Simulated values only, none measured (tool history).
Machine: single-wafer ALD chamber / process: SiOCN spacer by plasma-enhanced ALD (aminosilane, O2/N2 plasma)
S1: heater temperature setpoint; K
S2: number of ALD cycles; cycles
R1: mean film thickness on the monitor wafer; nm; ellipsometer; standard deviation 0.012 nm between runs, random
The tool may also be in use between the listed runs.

run 1 hour=0 | S1=678.15 S2=104 | R1=6.0176
run 2 hour=6.6 | S1=671.15 S2=104 | R1=6.0916
run 3 hour=14.4 | S1=676.15 S2=97 | R1=5.6311
run 4 hour=17.5 | S1=683.15 S2=97 | R1=5.5425
run 5 hour=20.9 | S1=683.15 S2=90 | R1=5.1269
run 6 hour=23.7 | S1=686.15 S2=88 | R1=4.9882
run 7 hour=28.9 | S1=689.15 S2=87 | R1=4.8741

Run 8, settings as shown, results not yet in. Your forecast:
run 8 hour=30.5 | S1=692.15 S2=86 | R1=?

R1: 4.8075 nm
